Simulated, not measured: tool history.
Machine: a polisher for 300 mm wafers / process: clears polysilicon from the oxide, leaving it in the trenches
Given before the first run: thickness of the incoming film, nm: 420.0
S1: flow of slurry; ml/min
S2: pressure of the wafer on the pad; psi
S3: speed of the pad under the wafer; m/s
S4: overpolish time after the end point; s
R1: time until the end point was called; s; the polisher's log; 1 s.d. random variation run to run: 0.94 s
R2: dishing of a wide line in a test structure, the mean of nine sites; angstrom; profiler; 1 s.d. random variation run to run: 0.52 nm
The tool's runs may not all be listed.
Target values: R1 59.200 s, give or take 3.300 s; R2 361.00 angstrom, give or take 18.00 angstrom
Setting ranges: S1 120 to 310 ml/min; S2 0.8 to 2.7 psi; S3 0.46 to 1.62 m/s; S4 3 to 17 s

run,hour,S1,S2,S3,S4,R1,R2
1,0.0,200,1.7,1.04,9,41.019,382.52
2,2.4,200,1.7,1.04,10,41.473,389.77
3,9.2,200,1.6,1.04,10,44.234,395.88
4,17.6,200,1.6,1.20,10,37.017,383.45
5,26.5,200,1.5,1.18,10,40.365,393.86
6,27.1,200,1.5,1.02,10,46.603,384.90
# hour 32.3: head pressure recalibrated
7,32.3,200,1.4,1.02,10,52.871,368.10
8,39.5,200,1.3,1.02,10,55.373,359.03

Below are 5 possible settings for the next run. Only one of them brings all results inside the allowed miss of their targets. Which is it?
A,46.7,175,1.3,1.24,8,?,?
B,46.7,175,1.4,1.06,10,?,?
C,46.7,205,1.2,1.24,8,?,?
D,46.7,195,1.2,1.02,11,?,?
E,46.7,240,1.5,1.04,7,?,?

move,R1,R2
A,47.252,356.86
B,51.837,373.58
C,49.152,351.47
D,59.860,367.57
E,47.726,336.62
A: moves away from the targets compared with the last run
B: moves away from the targets compared with the last run
C: moves away from the targets compared with the last run
D: all results land within tolerance of their targets
E: moves away from the targets compared with the last run
Go with D: it meets all targets.
